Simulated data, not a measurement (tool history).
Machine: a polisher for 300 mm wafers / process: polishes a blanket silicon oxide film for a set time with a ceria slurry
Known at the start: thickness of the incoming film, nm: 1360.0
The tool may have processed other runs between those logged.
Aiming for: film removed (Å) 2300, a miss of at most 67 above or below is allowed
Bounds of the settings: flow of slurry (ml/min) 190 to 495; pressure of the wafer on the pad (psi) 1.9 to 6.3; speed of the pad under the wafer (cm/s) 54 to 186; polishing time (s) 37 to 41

run,hour,flow of slurry (ml/min),pressure of the wafer on the pad (psi),speed of the pad under the wafer (cm/s),polishing time (s),film removed (Å)
1,0,320,4.1,118,41,2863.2
2,5,320,4.5,118,41,3142.6
3,12.8,265,4.5,118,41,3040.5
4,21.7,255,4.1,118,41,2775.5
5,30,255,4.1,118,37,2464.7
# hour 32.6: slurry nozzle cleaned
6,32.6,255,4.1,118,37,2676.3
7,34.2,255,4.1,118,37,2623.8
8,36,250,3.9,118,37,2522.6
9,37.5,250,3.7,118,37,2397.5

Next run, 4 choices. One meets every target within its allowed miss, the rest don't. Which?
A,39,225,3.1,124,39,?
B,39,315,4.7,90,37,?
C,39,230,2.5,156,41,?
D,39,290,3.5,106,37,?

move,film removed (Å)
A,2203.7
B,2470
C,2316.8
D,2113.5
A: moves the result that the last run missed by most past its target, out the other side
B: further off than the last run
C: all results land within tolerance of their targets
D: moves the result that the last run missed by most past its target, out the other side
The move that meets every target is C.
